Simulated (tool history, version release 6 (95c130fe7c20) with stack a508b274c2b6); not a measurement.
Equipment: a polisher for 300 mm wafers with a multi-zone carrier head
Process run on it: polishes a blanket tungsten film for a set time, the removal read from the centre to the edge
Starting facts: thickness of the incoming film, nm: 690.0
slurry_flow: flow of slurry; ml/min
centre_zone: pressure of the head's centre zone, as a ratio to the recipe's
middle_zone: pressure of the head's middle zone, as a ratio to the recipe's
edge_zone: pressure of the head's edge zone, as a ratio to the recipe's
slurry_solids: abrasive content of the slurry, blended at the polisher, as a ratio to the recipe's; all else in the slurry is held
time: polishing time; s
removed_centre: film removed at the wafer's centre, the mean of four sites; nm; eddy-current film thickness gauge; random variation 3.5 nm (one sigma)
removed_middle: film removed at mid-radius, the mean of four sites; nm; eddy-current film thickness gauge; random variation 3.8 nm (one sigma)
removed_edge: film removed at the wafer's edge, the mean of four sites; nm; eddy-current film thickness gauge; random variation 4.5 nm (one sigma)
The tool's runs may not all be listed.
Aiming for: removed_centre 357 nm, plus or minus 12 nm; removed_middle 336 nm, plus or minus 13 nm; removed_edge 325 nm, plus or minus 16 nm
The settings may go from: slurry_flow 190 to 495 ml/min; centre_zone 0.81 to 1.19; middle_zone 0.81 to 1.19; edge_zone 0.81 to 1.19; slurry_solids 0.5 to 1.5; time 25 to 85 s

run 1 hour=0 | slurry_flow=320 centre_zone=1 middle_zone=1 edge_zone=1 slurry_solids=1 time=55 | removed_centre=247.23 removed_middle=246.61 removed_edge=245.6
run 2 hour=6.9 | slurry_flow=320 centre_zone=1.02 middle_zone=1.01 edge_zone=1.02 slurry_solids=1.1 time=56 | removed_centre=259.25 removed_middle=257.71 removed_edge=257.94
run 3 hour=13.4 | slurry_flow=320 centre_zone=1.02 middle_zone=1.01 edge_zone=1.02 slurry_solids=1 time=56 | removed_centre=261.88 removed_middle=256.53 removed_edge=252.91
run 4 hour=19.2 | slurry_flow=320 centre_zone=1.02 middle_zone=1.01 edge_zone=1.02 slurry_solids=1 time=65 | removed_centre=303.77 removed_middle=288.6 removed_edge=295.21
run 5 hour=25.3 | slurry_flow=255 centre_zone=1.02 middle_zone=1.01 edge_zone=1.02 slurry_solids=1 time=65 | removed_centre=291.17 removed_middle=285.48 removed_edge=288.69
run 6 hour=26.7 | slurry_flow=270 centre_zone=1.03 middle_zone=1.02 edge_zone=1.03 slurry_solids=1.05 time=65 | removed_centre=298.73 removed_middle=295.47 removed_edge=298.04
run 7 hour=30.9 | slurry_flow=285 centre_zone=1.04 middle_zone=1.03 edge_zone=1.03 slurry_solids=1.05 time=65 | removed_centre=304.04 removed_middle=294.36 removed_edge=297.85
run 8 hour=34.1 | slurry_flow=295 centre_zone=1.05 middle_zone=1.05 edge_zone=1.03 slurry_solids=1.05 time=65 | removed_centre=310.24 removed_middle=306.31 removed_edge=301.82
run 9 hour=42.2 | slurry_flow=305 centre_zone=1.06 middle_zone=1.06 edge_zone=1.03 slurry_solids=1.05 time=65 | removed_centre=315.4 removed_middle=303.42 removed_edge=295.29
run 10 hour=43.7 | slurry_flow=315 centre_zone=1.07 middle_zone=1.07 edge_zone=1.04 slurry_solids=1.1 time=65 | removed_centre=323.77 removed_middle=320.67 removed_edge=306.02
run 11 hour=49.9 | slurry_flow=325 centre_zone=1.08 middle_zone=1.07 edge_zone=1.05 slurry_solids=1.1 time=65 | removed_centre=327.06 removed_middle=313.39 removed_edge=313.44
run 12 hour=54.5 | slurry_flow=335 centre_zone=1.09 middle_zone=1.08 edge_zone=1.05 slurry_solids=1.1 time=65 | removed_centre=329.16 removed_middle=323.62 removed_edge=308.2
run 13 hour=55.1 | slurry_flow=340 centre_zone=1.1 middle_zone=1.08 edge_zone=1.06 slurry_solids=1.1 time=65 | removed_centre=333.17 removed_middle=318.31 removed_edge=300.41
run 14 hour=59.7 | slurry_flow=340 centre_zone=1.1 middle_zone=1.08 edge_zone=1.06 slurry_solids=1.15 time=65 | removed_centre=334.56 removed_middle=325.42 removed_edge=312.28
run 15 hour=67.8 | slurry_flow=345 centre_zone=1.11 middle_zone=1.08 edge_zone=1.06 slurry_solids=1.15 time=65 | removed_centre=347.68 removed_middle=318.7 removed_edge=312.18

Which single option among these 5 for the next run brings every result within its allowed miss of target? Just one does.
run A hour=75.9 | slurry_flow=380 centre_zone=1.14 middle_zone=1.05 edge_zone=1.01 slurry_solids=1.15 time=63 | removed_centre=? removed_middle=? removed_edge=?
run B hour=75.9 | slurry_flow=335 centre_zone=1.19 middle_zone=1.06 edge_zone=1.03 slurry_solids=1.15 time=63 | removed_centre=? removed_middle=? removed_edge=?
run C hour=75.9 | slurry_flow=325 centre_zone=1.01 middle_zone=1.06 edge_zone=1.05 slurry_solids=1.2 time=68 | removed_centre=? removed_middle=? removed_edge=?
run D hour=75.9 | slurry_flow=405 centre_zone=1.09 middle_zone=0.95 edge_zone=1.08 slurry_solids=1.5 time=63 | removed_centre=? removed_middle=? removed_edge=?
run E hour=75.9 | slurry_flow=435 centre_zone=1.07 middle_zone=1.06 edge_zone=1.03 slurry_solids=1.1 time=69 | removed_centre=? removed_middle=? removed_edge=?

move=A removed_centre=342.01 removed_middle=303.1 removed_edge=303.11
move=B removed_centre=352.79 removed_middle=302.07 removed_edge=303.36
move=C removed_centre=325.25 removed_middle=328.9 removed_edge=333.37
move=D removed_centre=351.4 removed_middle=299.52 removed_edge=336.9
move=E removed_centre=351.5 removed_middle=334.47 removed_edge=334.05
A: lands further from the targets than the last run did
B: lands further from the targets than the last run did
C: the worst result of the last run now meets its target, but another is out of spec
D: lands further from the targets than the last run did
E: every result within its allowed miss
Move E is the one to make.

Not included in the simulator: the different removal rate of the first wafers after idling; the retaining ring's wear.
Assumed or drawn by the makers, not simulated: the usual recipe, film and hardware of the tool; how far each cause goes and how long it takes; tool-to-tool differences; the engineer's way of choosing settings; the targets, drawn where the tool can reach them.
